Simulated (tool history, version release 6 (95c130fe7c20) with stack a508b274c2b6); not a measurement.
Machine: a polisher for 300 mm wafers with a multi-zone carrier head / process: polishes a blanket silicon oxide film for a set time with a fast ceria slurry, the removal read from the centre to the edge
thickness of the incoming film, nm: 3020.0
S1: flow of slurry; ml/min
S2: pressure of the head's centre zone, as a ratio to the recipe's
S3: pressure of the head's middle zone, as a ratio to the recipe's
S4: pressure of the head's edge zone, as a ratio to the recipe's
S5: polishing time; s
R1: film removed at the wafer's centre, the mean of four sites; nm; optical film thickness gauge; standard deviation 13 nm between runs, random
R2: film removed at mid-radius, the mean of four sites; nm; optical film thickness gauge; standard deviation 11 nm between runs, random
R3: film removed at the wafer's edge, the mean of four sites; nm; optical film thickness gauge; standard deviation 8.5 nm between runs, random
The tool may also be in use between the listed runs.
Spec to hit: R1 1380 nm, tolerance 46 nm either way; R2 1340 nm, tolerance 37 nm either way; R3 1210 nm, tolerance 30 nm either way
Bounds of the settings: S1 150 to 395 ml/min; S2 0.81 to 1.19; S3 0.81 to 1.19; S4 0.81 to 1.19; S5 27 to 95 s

| run | hour | S1 | S2 | S3 | S4 | S5 | R1 | R2 | R3 |
|---|---|---|---|---|---|---|---|---|---|
| 1 | 0 | 250 | 1 | 1 | 1 | 61 | 1016.6 | 1012.2 | 1015.5 |
| 2 | 0.6 | 225 | 1 | 1 | 1 | 61 | 994.52 | 1011.8 | 1019.1 |
| 3 | 7.6 | 225 | 1 | 1 | 1.06 | 61 | 995.15 | 1008 | 1040.9 |
| 4 | 9.7 | 225 | 1 | 1 | 1.06 | 47 | 771.8 | 767.91 | 792.4 |
| 5 | 11.7 | 255 | 1 | 1 | 1.06 | 47 | 778.26 | 788.87 | 796.12 |
| 6 | 20.5 | 255 | 1 | 1 | 1.1 | 47 | 776.91 | 789.15 | 808.12 |
| 7 | 29 | 265 | 1.06 | 1.04 | 1.1 | 54 | 964.5 | 929.68 | 931.32 |
| 8 | 34.2 | 275 | 1.09 | 1.09 | 1.11 | 58 | 1049.6 | 1055.1 | 996.45 |
| 9 | 42.8 | 285 | 1.12 | 1.11 | 1.12 | 61 | 1139.8 | 1106.6 | 1064.9 |
| 10 | 44.7 | 300 | 1.14 | 1.14 | 1.12 | 63 | 1192.1 | 1195.3 | 1101.3 |
| 11 | 52.8 | 310 | 1.16 | 1.15 | 1.12 | 65 | 1243.7 | 1225.3 | 1157.6 |
| 12 | 57.9 | 280 | 1.17 | 1.16 | 1.1 | 67 | 1290.9 | 1280.5 | 1168.3 |
| 13 | 66 | 285 | 1.18 | 1.16 | 1.08 | 68 | 1322.7 | 1284.2 | 1173.8 |

Of the 4 settings listed for the next run, only one would bring every result within its allowed miss of target. Which one?
| A | 74.1 | 320 | 1.15 | 1.19 | 1.19 | 66 | ? | ? | ? |
| B | 74.1 | 285 | 1.19 | 1.17 | 1.07 | 70 | ? | ? | ? |
| C | 74.1 | 345 | 1.19 | 1.11 | 1.14 | 67 | ? | ? | ? |
| D | 74.1 | 350 | 1.12 | 1.15 | 1.15 | 65 | ? | ? | ? |

| move | R1 | R2 | R3 |
|---|---|---|---|
| A | 1258.4 | 1281.2 | 1178.3 |
| B | 1359.3 | 1325 | 1199.7 |
| C | 1325.3 | 1232.7 | 1186.9 |
| D | 1221.1 | 1234.8 | 1155.1 |
A: the biggest miss grows against the last run
B: all results in spec
C: the biggest miss grows against the last run
D: the biggest miss grows against the last run
Correct choice: B, which meets every target

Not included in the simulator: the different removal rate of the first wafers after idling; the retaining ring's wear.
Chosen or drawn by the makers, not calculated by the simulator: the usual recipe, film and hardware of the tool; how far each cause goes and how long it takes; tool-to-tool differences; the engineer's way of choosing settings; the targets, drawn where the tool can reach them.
